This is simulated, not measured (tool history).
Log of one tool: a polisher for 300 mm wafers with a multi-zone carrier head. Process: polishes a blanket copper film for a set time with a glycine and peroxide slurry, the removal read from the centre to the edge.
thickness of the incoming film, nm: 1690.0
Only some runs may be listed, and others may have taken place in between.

| run | hour | flow of slurry (ml/min) | pressure of the head's centre zone | pressure of the head's middle zone | pressure of the head's edge zone | polishing time (s) | film removed at the wafer's centre (nm) | film removed at mid-radius (nm) | film removed at the wafer's edge (nm) |
|---|---|---|---|---|---|---|---|---|---|
| 1 | 0.0 | 300 | 1.00 | 1.00 | 1.00 | 35 | 115.29 | 114.40 | 115.77 |
| 2 | 0.5 | 300 | 1.00 | 1.00 | 1.00 | 40 | 129.88 | 128.70 | 131.27 |
| 3 | 8.6 | 300 | 1.00 | 1.00 | 1.00 | 45 | 149.48 | 150.19 | 147.42 |
| 4 | 10.6 | 300 | 1.00 | 1.01 | 0.98 | 45 | 150.65 | 150.15 | 144.09 |
| 5 | 16.9 | 300 | 0.94 | 1.01 | 0.98 | 45 | 138.32 | 148.01 | 145.15 |
| 6 | 21.6 | 300 | 0.94 | 1.07 | 0.98 | 45 | 138.86 | 156.90 | 147.10 |

Run 7 comes next. What will it give?
| 7 | 25.8 | 300 | 0.95 | 1.07 | 0.96 | 45 | ? | ? | ? |

{"run 7": {"film removed at the wafer's centre (nm)": 138.76, "film removed at mid-radius (nm)": 155.0, "film removed at the wafer's edge (nm)": 146.57}}
